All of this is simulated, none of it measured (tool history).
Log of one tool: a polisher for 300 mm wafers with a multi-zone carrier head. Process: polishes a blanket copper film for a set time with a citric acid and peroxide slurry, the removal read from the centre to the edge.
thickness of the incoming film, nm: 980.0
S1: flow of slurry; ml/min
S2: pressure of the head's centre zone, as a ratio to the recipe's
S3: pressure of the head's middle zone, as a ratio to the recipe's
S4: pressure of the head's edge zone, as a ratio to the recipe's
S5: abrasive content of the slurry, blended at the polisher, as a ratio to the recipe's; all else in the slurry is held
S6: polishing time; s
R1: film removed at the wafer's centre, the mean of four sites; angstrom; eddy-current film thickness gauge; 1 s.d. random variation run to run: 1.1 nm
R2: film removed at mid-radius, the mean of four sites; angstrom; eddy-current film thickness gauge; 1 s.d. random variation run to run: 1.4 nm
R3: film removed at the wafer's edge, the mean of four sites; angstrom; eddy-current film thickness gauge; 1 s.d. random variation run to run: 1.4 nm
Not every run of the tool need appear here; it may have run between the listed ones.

| run | day | S1 | S2 | S3 | S4 | S5 | S6 | R1 | R2 | R3 |
|---|---|---|---|---|---|---|---|---|---|---|
| 1 | 0.000 | 165 | 1.00 | 1.00 | 1.00 | 1.00 | 77 | 2091.6 | 2068.2 | 2150.9 |
| 2 | 0.154 | 165 | 1.00 | 1.00 | 1.04 | 1.00 | 77 | 2095.8 | 2058.7 | 2155.2 |
| 3 | 0.288 | 165 | 1.00 | 1.00 | 1.04 | 1.00 | 70 | 1900.4 | 1881.2 | 1972.9 |
| 4 | 0.338 | 165 | 1.00 | 1.00 | 0.95 | 1.00 | 70 | 1899.3 | 1878.1 | 1877.2 |
| 5 | 0.671 | 165 | 1.00 | 1.04 | 0.95 | 1.00 | 70 | 1895.5 | 1929.1 | 1868.4 |
| 6 | 0.929 | 160 | 1.00 | 1.02 | 0.92 | 0.85 | 69 | 1783.7 | 1808.2 | 1762.0 |

Predict the results of run 7:
| 7 | 1.179 | 155 | 1.01 | 1.00 | 0.89 | 0.75 | 68 | ? | ? | ? |

Run 7 came out at R1 1752.6 angstrom, R2 1714.6 angstrom, R3 1681.7 angstrom.

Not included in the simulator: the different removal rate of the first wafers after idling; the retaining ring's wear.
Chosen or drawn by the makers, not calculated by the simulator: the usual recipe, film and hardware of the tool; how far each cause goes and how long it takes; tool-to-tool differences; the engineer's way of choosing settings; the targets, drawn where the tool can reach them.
